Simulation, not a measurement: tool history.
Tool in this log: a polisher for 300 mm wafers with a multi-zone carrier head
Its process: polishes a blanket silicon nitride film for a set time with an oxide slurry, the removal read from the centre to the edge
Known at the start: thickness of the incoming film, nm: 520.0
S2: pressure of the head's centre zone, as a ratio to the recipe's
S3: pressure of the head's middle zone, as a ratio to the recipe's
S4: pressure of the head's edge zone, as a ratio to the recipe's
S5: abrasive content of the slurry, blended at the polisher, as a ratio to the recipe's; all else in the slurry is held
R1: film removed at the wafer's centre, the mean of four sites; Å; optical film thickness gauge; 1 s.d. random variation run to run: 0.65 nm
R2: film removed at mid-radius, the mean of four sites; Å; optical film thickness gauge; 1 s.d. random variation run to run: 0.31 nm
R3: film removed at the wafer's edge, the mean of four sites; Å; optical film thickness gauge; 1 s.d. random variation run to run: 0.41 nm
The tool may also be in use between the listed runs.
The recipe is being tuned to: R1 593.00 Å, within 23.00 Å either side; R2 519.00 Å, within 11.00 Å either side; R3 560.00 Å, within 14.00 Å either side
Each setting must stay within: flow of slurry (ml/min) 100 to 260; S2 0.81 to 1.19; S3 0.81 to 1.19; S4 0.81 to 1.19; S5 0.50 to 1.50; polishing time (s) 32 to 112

{"run": 1, "hour": 0.0, "flow of slurry (ml/min)": 165, "S2": 1.0, "S3": 1.0, "S4": 1.0, "S5": 1.0, "polishing time (s)": 72, "R1": 382.6, "R2": 386.69, "R3": 389.79}
{"run": 2, "hour": 1.8, "flow of slurry (ml/min)": 175, "S2": 1.03, "S3": 1.0, "S4": 1.04, "S5": 1.1, "polishing time (s)": 72, "R1": 412.66, "R2": 401.58, "R3": 405.22}
{"run": 3, "hour": 4.1, "flow of slurry (ml/min)": 175, "S2": 1.03, "S3": 1.08, "S4": 1.04, "S5": 1.1, "polishing time (s)": 72, "R1": 412.12, "R2": 438.72, "R3": 400.33}
{"run": 4, "hour": 10.9, "flow of slurry (ml/min)": 175, "S2": 1.03, "S3": 1.08, "S4": 1.04, "S5": 1.1, "polishing time (s)": 85, "R1": 489.0, "R2": 512.63, "R3": 475.77}
{"run": 5, "hour": 13.3, "flow of slurry (ml/min)": 175, "S2": 1.03, "S3": 1.08, "S4": 1.04, "S5": 1.2, "polishing time (s)": 85, "R1": 501.8, "R2": 520.11, "R3": 488.86}
{"run": 6, "hour": 19.9, "flow of slurry (ml/min)": 175, "S2": 1.03, "S3": 1.08, "S4": 0.99, "S5": 1.2, "polishing time (s)": 85, "R1": 502.22, "R2": 525.64, "R3": 474.85}
{"run": 7, "hour": 25.5, "flow of slurry (ml/min)": 185, "S2": 1.04, "S3": 1.06, "S4": 1.03, "S5": 1.25, "polishing time (s)": 85, "R1": 519.78, "R2": 531.03, "R3": 502.34}
{"run": 8, "hour": 27.4, "flow of slurry (ml/min)": 225, "S2": 1.14, "S3": 0.97, "S4": 1.13, "S5": 1.3, "polishing time (s)": 85, "R1": 582.62, "R2": 505.09, "R3": 532.93}
{"run": 9, "hour": 31.5, "flow of slurry (ml/min)": 230, "S2": 1.14, "S3": 0.97, "S4": 1.14, "S5": 1.3, "polishing time (s)": 85, "R1": 588.16, "R2": 510.95, "R3": 536.77}
{"run": 10, "hour": 34.7, "flow of slurry (ml/min)": 235, "S2": 1.14, "S3": 0.97, "S4": 1.15, "S5": 1.3, "polishing time (s)": 85, "R1": 583.57, "R2": 504.54, "R3": 538.35}
{"run": 11, "hour": 38.3, "flow of slurry (ml/min)": 235, "S2": 1.14, "S3": 0.97, "S4": 1.16, "S5": 1.3, "polishing time (s)": 85, "R1": 585.0, "R2": 509.79, "R3": 535.14}
{"run": 12, "hour": 43.3, "flow of slurry (ml/min)": 235, "S2": 1.13, "S3": 0.96, "S4": 1.16, "S5": 1.3, "polishing time (s)": 85, "R1": 590.44, "R2": 498.87, "R3": 541.07}
{"run": 13, "hour": 50.2, "flow of slurry (ml/min)": 235, "S2": 1.13, "S3": 0.96, "S4": 1.16, "S5": 1.3, "polishing time (s)": 85, "R1": 582.56, "R2": 502.56, "R3": 537.38}

Of the 4 settings listed for the next run, only one would bring every result within its allowed miss of target. Which one?
{"run": "A", "hour": 57.1, "flow of slurry (ml/min)": 175, "S2": 1.16, "S3": 0.94, "S4": 1.16, "S5": 1.4, "polishing time (s)": 85, "R1": "?", "R2": "?", "R3": "?"}
{"run": "B", "hour": 57.1, "flow of slurry (ml/min)": 255, "S2": 1.12, "S3": 0.87, "S4": 0.99, "S5": 1.4, "polishing time (s)": 92, "R1": "?", "R2": "?", "R3": "?"}
{"run": "C", "hour": 57.1, "flow of slurry (ml/min)": 240, "S2": 1.16, "S3": 0.93, "S4": 1.18, "S5": 1.15, "polishing time (s)": 88, "R1": "?", "R2": "?", "R3": "?"}
{"run": "D", "hour": 57.1, "flow of slurry (ml/min)": 250, "S2": 1.11, "S3": 0.96, "S4": 1.18, "S5": 1.2, "polishing time (s)": 89, "R1": "?", "R2": "?", "R3": "?"}

move=A R1=576.99 R2=491.18 R3=534.70
move=B R1=631.21 R2=520.01 R3=557.13
move=C R1=586.50 R2=492.84 R3=540.69
move=D R1=577.45 R2=520.69 R3=555.31
A: lands further from the targets than the last run did
B: gets the furthest-off result to its target, but another result is out of tolerance
C: lands further from the targets than the last run did
D: all results in spec
So the answer is move D, the one that meets all the targets.

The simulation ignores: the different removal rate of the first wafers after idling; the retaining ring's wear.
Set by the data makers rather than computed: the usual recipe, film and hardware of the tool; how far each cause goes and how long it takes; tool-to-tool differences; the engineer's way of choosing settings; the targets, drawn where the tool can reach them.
